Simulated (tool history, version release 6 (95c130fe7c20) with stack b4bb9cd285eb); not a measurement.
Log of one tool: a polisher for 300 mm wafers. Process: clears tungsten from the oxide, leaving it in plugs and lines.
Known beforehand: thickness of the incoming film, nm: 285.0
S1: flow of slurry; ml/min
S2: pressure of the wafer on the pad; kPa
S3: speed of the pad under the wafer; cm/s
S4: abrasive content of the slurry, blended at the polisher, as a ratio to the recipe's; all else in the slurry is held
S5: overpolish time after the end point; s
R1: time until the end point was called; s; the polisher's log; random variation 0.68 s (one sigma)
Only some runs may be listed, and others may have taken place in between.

run,hour,S1,S2,S3,S4,S5,R1
1,0.0,270,22.1,100,1.0,32,60.713
2,3.7,270,22.1,100,1.0,32,58.180
3,10.7,270,22.1,100,1.2,32,56.916
4,19.5,315,22.1,100,1.2,32,55.489
5,27.4,315,20.0,100,1.2,32,63.443
6,33.3,315,20.0,124,1.2,32,49.389
7,37.9,315,22.1,126,1.2,32,45.334
8,41.3,315,23.4,128,1.2,32,40.298
9,42.3,315,24.1,128,1.2,32,40.695

Estimate the outcome of run 10 from the log above:
10,48.6,315,24.8,128,1.2,32,?

{"run 10": {"R1": 40.992}}

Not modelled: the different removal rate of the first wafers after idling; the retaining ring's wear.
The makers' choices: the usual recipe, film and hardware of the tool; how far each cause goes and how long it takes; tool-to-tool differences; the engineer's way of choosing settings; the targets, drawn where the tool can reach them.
